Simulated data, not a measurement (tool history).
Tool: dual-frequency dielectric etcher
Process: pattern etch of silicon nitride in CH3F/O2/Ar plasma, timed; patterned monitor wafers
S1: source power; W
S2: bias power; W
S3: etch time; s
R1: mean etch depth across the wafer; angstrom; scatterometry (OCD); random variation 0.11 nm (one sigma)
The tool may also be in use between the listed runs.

| run | hour | S1 | S2 | S3 | R1 |
|---|---|---|---|---|---|
| 1 | 0.0 | 390 | 71 | 36.5 | 246.99 |
| 2 | 3.2 | 360 | 69 | 36.5 | 239.17 |
| 3 | 12.0 | 410 | 69 | 36.5 | 249.97 |
| 4 | 18.9 | 410 | 69 | 36.5 | 251.22 |
| 5 | 27.0 | 410 | 58 | 36.5 | 233.39 |
| 6 | 31.9 | 390 | 57 | 36.5 | 226.62 |

Forecast run 7:
| 7 | 36.5 | 370 | 57 | 36.5 | ? |

{"run 7": {"R1": 221.42}}
